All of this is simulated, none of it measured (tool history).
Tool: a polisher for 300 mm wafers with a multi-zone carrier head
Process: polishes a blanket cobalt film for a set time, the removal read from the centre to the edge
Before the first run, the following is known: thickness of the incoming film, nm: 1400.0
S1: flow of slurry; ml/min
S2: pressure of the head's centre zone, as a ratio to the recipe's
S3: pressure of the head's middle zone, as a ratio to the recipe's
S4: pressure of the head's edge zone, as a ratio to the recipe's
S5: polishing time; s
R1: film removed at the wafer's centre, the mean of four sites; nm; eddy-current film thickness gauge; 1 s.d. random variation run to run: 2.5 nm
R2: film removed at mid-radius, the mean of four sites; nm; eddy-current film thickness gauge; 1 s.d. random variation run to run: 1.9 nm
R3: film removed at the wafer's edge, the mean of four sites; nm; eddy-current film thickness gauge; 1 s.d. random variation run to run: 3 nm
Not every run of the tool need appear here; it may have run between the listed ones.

| run | hour | S1 | S2 | S3 | S4 | S5 | R1 | R2 | R3 |
|---|---|---|---|---|---|---|---|---|---|
| 1 | 0 | 165 | 1 | 1 | 1 | 86 | 286.56 | 285.91 | 292.87 |
| 2 | 7.3 | 160 | 1.01 | 0.98 | 0.98 | 85 | 283.36 | 278.77 | 281.47 |
| 3 | 14.5 | 160 | 1.01 | 0.94 | 0.98 | 85 | 287.29 | 265.06 | 277.81 |
| 4 | 20.2 | 155 | 1.01 | 0.92 | 0.98 | 85 | 283.44 | 254.21 | 279.34 |
| 5 | 28.6 | 155 | 1.01 | 0.92 | 0.98 | 77 | 253.79 | 236.12 | 245.93 |
| 6 | 30.1 | 155 | 1.02 | 0.91 | 0.99 | 77 | 259.96 | 232.09 | 253.06 |
| 7 | 33.6 | 155 | 1.03 | 0.9 | 0.99 | 77 | 259.97 | 229.61 | 250.6 |

Estimate the outcome of run 8 from the log above:
| 8 | 38.7 | 155 | 1.04 | 0.89 | 0.99 | 77 | ? | ? | ? |

R1: 260.99 nm
R2: 229.11 nm
R3: 253.33 nm
